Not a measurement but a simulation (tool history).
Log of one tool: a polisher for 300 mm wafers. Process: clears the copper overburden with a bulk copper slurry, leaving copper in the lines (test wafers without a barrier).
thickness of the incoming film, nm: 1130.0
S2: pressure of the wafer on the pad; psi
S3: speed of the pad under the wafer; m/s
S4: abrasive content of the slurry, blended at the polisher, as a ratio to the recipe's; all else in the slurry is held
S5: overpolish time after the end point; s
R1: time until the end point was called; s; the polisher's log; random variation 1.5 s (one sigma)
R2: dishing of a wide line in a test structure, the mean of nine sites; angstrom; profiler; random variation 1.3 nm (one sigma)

run 1 hour=0.0 | flow_of_slurry_(ml/min)=190 S2=3.2 S3=1.10 S4=1.0 S5=27 | R1=126.950 R2=1148.0
run 2 hour=3.3 | flow_of_slurry_(ml/min)=190 S2=3.2 S3=1.10 S4=1.0 S5=38 | R1=119.840 R2=1327.4
run 3 hour=7.4 | flow_of_slurry_(ml/min)=215 S2=3.2 S3=1.10 S4=1.0 S5=38 | R1=120.640 R2=1351.8
run 4 hour=14.4 | flow_of_slurry_(ml/min)=260 S2=3.2 S3=1.10 S4=1.0 S5=38 | R1=122.070 R2=1358.9
run 5 hour=16.2 | flow_of_slurry_(ml/min)=260 S2=3.4 S3=1.14 S4=1.0 S5=32 | R1=108.330 R2=1337.5
run 6 hour=18.3 | flow_of_slurry_(ml/min)=285 S2=3.4 S3=1.14 S4=1.0 S5=32 | R1=108.800 R2=1336.2
run 7 hour=19.2 | flow_of_slurry_(ml/min)=285 S2=4.0 S3=1.26 S4=1.0 S5=19 | R1=87.721 R2=1249.7
-- hour=22.9 head pressure recalibrated
run 8 hour=22.9 | flow_of_slurry_(ml/min)=285 S2=4.0 S3=1.26 S4=1.0 S5=18 | R1=75.921 R2=1291.0

Run 9 comes next. What will it give?
run 9 hour=30.2 | flow_of_slurry_(ml/min)=285 S2=3.9 S3=1.26 S4=1.0 S5=18 | R1=? R2=?

Run 9 gave R1 74.670 s, R2 1291.7 angstrom.

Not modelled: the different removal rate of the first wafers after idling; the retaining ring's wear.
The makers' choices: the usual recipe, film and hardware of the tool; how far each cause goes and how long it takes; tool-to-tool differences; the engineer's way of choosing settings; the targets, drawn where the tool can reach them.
